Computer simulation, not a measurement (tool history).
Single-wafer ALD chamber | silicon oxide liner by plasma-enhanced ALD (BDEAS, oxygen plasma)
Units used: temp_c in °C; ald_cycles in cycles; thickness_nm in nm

run    day  temp_c  ald_cycles  thickness_nm
  1  0.000     320          43        3.6799
  2  0.254     315          43        3.7104
  3  0.438     315          46        3.9830
  4  0.596     309          46        3.9989
  5  0.821     312          43        3.7165
  6  1.075     314          41        3.5488
  7  1.154     317          40        3.4431
  8  1.454     319          40        3.4497
  9  1.804     321          40        3.4135
 10  2.067     323          40        3.4222

For run 11, what comes out?
 11  2.333     325          40             ?

thickness_nm: 3.3973 nm
